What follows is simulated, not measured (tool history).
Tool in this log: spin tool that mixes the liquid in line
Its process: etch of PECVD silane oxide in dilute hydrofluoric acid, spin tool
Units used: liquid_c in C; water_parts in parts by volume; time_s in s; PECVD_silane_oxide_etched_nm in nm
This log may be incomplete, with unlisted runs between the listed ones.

run 1 hour=0 | liquid_c=25 water_parts=255 time_s=325 | PECVD_silane_oxide_etched_nm=14.409
run 2 hour=6.6 | liquid_c=25 water_parts=255 time_s=325 | PECVD_silane_oxide_etched_nm=14.427
run 3 hour=14.4 | liquid_c=25 water_parts=255 time_s=325 | PECVD_silane_oxide_etched_nm=14.686
run 4 hour=19.1 | liquid_c=25 water_parts=195 time_s=325 | PECVD_silane_oxide_etched_nm=20.563
run 5 hour=26.9 | liquid_c=26.5 water_parts=180 time_s=325 | PECVD_silane_oxide_etched_nm=23.704
run 6 hour=29.6 | liquid_c=28 water_parts=170 time_s=325 | PECVD_silane_oxide_etched_nm=27.017
run 7 hour=31 | liquid_c=29 water_parts=165 time_s=325 | PECVD_silane_oxide_etched_nm=28.599
run 8 hour=35.5 | liquid_c=30 water_parts=160 time_s=325 | PECVD_silane_oxide_etched_nm=31.363
run 9 hour=41.3 | liquid_c=30.5 water_parts=160 time_s=325 | PECVD_silane_oxide_etched_nm=31.335

Forecast run 10:
run 10 hour=44.9 | liquid_c=31 water_parts=155 time_s=325 | PECVD_silane_oxide_etched_nm=?

{"run 10": {"PECVD_silane_oxide_etched_nm": 33.203}}
